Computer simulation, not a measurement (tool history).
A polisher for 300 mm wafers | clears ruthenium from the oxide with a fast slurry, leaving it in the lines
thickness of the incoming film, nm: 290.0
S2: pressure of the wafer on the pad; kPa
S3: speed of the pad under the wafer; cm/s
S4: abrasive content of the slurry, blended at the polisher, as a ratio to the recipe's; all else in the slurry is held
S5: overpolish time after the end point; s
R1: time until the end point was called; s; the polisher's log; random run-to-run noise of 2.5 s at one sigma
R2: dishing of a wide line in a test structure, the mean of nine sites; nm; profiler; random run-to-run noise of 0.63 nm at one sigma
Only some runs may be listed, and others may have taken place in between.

{"run": 1, "hour": 0.0, "flow of slurry (ml/min)": 250, "S2": 13.8, "S3": 94, "S4": 1.0, "S5": 12, "R1": 120.0, "R2": 25.477}
{"run": 2, "hour": 8.4, "flow of slurry (ml/min)": 200, "S2": 13.8, "S3": 94, "S4": 1.0, "S5": 12, "R1": 130.23, "R2": 23.215}
{"run": 3, "hour": 10.2, "flow of slurry (ml/min)": 200, "S2": 13.8, "S3": 94, "S4": 0.9, "S5": 12, "R1": 134.88, "R2": 22.469}
{"run": 4, "hour": 15.9, "flow of slurry (ml/min)": 195, "S2": 13.1, "S3": 94, "S4": 0.9, "S5": 13, "R1": 139.27, "R2": 22.795}
{"run": 5, "hour": 18.0, "flow of slurry (ml/min)": 190, "S2": 12.4, "S3": 92, "S4": 0.9, "S5": 14, "R1": 149.13, "R2": 23.077}
{"run": 6, "hour": 26.5, "flow of slurry (ml/min)": 190, "S2": 12.4, "S3": 92, "S4": 0.9, "S5": 16, "R1": 150.12, "R2": 26.904}
{"run": 7, "hour": 34.0, "flow of slurry (ml/min)": 185, "S2": 12.4, "S3": 92, "S4": 0.9, "S5": 16, "R1": 146.8, "R2": 27.018}

What does the tool deliver on the next run?
{"run": 8, "hour": 41.2, "flow of slurry (ml/min)": 180, "S2": 12.4, "S3": 92, "S4": 0.9, "S5": 17, "R1": "?", "R2": "?"}

{"run 8": {"R1": 149.24, "R2": 27.873}}
